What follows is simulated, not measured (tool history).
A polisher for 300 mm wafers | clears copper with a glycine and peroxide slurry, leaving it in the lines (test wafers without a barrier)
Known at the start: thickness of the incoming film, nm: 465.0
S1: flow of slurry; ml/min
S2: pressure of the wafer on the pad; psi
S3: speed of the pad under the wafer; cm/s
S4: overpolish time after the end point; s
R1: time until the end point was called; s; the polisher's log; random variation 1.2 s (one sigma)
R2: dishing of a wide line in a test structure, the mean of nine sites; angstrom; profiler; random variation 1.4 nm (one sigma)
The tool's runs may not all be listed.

| run | hour | S1 | S2 | S3 | S4 | R1 | R2 |
|---|---|---|---|---|---|---|---|
| 1 | 0.0 | 140 | 2.0 | 118 | 27 | 91.717 | 725.28 |
| 2 | 7.5 | 165 | 2.0 | 118 | 27 | 89.791 | 719.57 |
| 3 | 10.2 | 145 | 2.0 | 118 | 27 | 91.547 | 727.86 |
| 4 | 17.7 | 145 | 2.2 | 118 | 27 | 85.286 | 746.18 |
| 5 | 19.1 | 145 | 2.1 | 118 | 28 | 88.182 | 783.92 |
| 6 | 27.7 | 145 | 2.1 | 118 | 20 | 90.030 | 607.27 |
| 7 | 30.2 | 145 | 2.0 | 118 | 22 | 91.279 | 619.64 |
| 8 | 32.1 | 145 | 2.0 | 118 | 24 | 91.354 | 655.97 |
| 9 | 34.3 | 145 | 2.0 | 118 | 25 | 89.461 | 671.53 |
| 10 | 39.9 | 145 | 2.0 | 116 | 27 | 93.830 | 730.87 |

Forecast run 11:
| 11 | 44.5 | 145 | 2.0 | 116 | 28 | ? | ? |

R1: 92.648 s
R2: 726.33 angstrom
